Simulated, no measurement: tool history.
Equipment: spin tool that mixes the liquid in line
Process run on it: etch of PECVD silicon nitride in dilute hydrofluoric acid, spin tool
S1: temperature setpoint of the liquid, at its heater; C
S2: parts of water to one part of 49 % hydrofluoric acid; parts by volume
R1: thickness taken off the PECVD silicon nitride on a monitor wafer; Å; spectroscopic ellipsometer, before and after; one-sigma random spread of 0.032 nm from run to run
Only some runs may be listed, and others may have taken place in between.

Run 1, hour 0: S1 25 C, S2 215 parts by volume, time under the liquid (s) 295. Result: R1 61.798 Å.
Run 2, hour 0.8: S1 24.5 C, S2 215 parts by volume, time under the liquid (s) 295. Result: R1 58.785 Å.
Run 3, hour 8.2: S1 24.5 C, S2 155 parts by volume, time under the liquid (s) 295. Result: R1 81.736 Å.
Run 4, hour 12.6: S1 24.5 C, S2 100 parts by volume, time under the liquid (s) 295. Result: R1 127.15 Å.
Run 5, hour 17.1: S1 24.5 C, S2 160 parts by volume, time under the liquid (s) 295. Result: R1 78.984 Å.
Run 6, hour 24.6: S1 24.5 C, S2 160 parts by volume, time under the liquid (s) 315. Result: R1 84.188 Å.
Run 7, hour 32.3: S1 23.5 C, S2 160 parts by volume, time under the liquid (s) 315. Result: R1 79.432 Å.
Run 8, hour 35.7: S1 23 C, S2 160 parts by volume, time under the liquid (s) 315. Result: R1 76.848 Å.
Run 9, hour 36.4: S1 22.5 C, S2 160 parts by volume, time under the liquid (s) 315. Result: R1 73.932 Å.

Run 10 has not been measured yet. What should we expect?
Run 10, hour 43.6: S1 22 C, S2 160 parts by volume, time under the liquid (s) 315. Result: R1 ?.

{"run 10": {"R1": 71.333}}

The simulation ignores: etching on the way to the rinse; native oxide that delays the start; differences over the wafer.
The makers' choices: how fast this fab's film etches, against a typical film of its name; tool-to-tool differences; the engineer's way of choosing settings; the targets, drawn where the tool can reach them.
